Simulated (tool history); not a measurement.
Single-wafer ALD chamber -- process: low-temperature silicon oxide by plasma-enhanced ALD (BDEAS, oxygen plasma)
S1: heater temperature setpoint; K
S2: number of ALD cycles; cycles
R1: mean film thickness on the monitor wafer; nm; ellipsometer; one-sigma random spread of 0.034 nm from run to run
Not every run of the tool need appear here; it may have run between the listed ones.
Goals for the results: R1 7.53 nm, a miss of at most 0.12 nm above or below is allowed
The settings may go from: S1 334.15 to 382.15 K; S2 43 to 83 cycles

run 1 hour=0 | S1=358.15 S2=63 | R1=10.029
run 2 hour=1.5 | S1=361.15 S2=61 | R1=9.5835
run 3 hour=3.3 | S1=369.15 S2=61 | R1=9.4675
run 4 hour=4.2 | S1=369.15 S2=66 | R1=10.265
run 5 hour=9.1 | S1=369.15 S2=61 | R1=9.4235
run 6 hour=12.6 | S1=370.15 S2=59 | R1=9.1317
run 7 hour=17.5 | S1=380.15 S2=49 | R1=7.3458
run 8 hour=18.9 | S1=379.15 S2=49 | R1=7.3588
-- hour=26.3 thermocouple changed; heater temperature recalibrated
run 9 hour=26.3 | S1=378.15 S2=49 | R1=7.2853
run 10 hour=29.6 | S1=377.15 S2=49 | R1=7.2269

Below are 4 possible settings for the next run. Only one of them brings all results inside the allowed miss of their targets. Which is it?
run A hour=32.9 | S1=378.15 S2=45 | R1=?
run B hour=32.9 | S1=366.15 S2=45 | R1=?
run C hour=32.9 | S1=377.15 S2=51 | R1=?
run D hour=32.9 | S1=379.15 S2=45 | R1=?

move=A R1=6.6944
move=B R1=6.9192
move=C R1=7.5991
move=D R1=6.6837
A: its largest miss is bigger than the last run's
B: its largest miss is bigger than the last run's
C: hits every target within its allowed miss
D: its largest miss is bigger than the last run's
The move that meets every target is C.
